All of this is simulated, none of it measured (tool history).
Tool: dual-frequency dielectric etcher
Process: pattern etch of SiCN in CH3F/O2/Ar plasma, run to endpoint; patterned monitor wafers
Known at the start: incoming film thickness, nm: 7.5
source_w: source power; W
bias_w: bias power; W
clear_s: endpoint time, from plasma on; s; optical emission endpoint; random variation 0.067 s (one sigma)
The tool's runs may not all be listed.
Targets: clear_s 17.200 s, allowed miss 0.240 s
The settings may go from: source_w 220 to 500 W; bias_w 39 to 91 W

| run | day | source_w | bias_w | clear_s |
|---|---|---|---|---|
| 1 | 0.000 | 360 | 65 | 19.326 |
| 2 | 0.196 | 330 | 65 | 19.637 |
| 3 | 0.325 | 350 | 66 | 19.227 |
| 4 | 0.617 | 360 | 66 | 19.068 |
| 5 | 0.833 | 370 | 66 | 18.936 |
| 6 | 0.896 | 380 | 66 | 18.773 |
| 7 | 1.196 | 390 | 66 | 18.739 |
| 8 | 1.317 | 400 | 66 | 18.718 |
| 9 | 1.542 | 410 | 67 | 18.368 |
| 10 | 1.788 | 420 | 67 | 18.393 |
| 11 | 1.871 | 430 | 68 | 18.052 |
| 12 | 2.054 | 440 | 68 | 18.040 |
| 13 | 2.321 | 450 | 68 | 17.947 |
| 14 | 2.496 | 470 | 70 | 17.625 |

Which of these 4 next moves meets every target?
| A | 2.671 | 460 | 68 | ? |
| B | 2.671 | 380 | 79 | ? |
| C | 2.671 | 470 | 68 | ? |
| D | 2.671 | 440 | 80 | ? |

| move | clear_s |
|---|---|
| A | 17.884 |
| B | 17.857 |
| C | 17.786 |
| D | 17.164 |
A: further off than the last run
B: further off than the last run
C: further off than the last run
D: meets every target
Move D is the one to make.

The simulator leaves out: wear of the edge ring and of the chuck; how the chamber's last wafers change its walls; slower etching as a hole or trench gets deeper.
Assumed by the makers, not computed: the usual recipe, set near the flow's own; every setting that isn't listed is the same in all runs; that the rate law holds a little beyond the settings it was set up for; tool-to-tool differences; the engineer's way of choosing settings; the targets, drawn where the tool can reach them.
